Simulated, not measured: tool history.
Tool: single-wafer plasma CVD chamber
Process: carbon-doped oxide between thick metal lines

run  hour  heater temperature setpoint (°C)  chamber pressure (mTorr)  RF power (W)  deposition time (s)  mean film thickness on the monitor wafer (nm)
  1   0.0                               370                      3540           585                  265                                         1307.7
  2   8.4                               371                      3440           565                  265                                         1253.1
  3  17.1                               372                      3290           560                  265                                         1232.0
  4  20.8                               372                      3820           560                  265                                         1267.8
  5  28.0                               372                      3820           560                  273                                         1305.9
     32.8  -- thermocouple changed; heater temperature recalibrated
  6  32.8                               372                      3420           560                  273                                         1268.8
  7  37.9                               374                      3270           555                  273                                         1239.1
  8  44.7                               376                      3190           555                  273                                         1222.9

The next listed run, before its measurement:
  9  52.9                               378                      3120           555                  273                                              ?

mean film thickness on the monitor wafer (nm): 1224.7

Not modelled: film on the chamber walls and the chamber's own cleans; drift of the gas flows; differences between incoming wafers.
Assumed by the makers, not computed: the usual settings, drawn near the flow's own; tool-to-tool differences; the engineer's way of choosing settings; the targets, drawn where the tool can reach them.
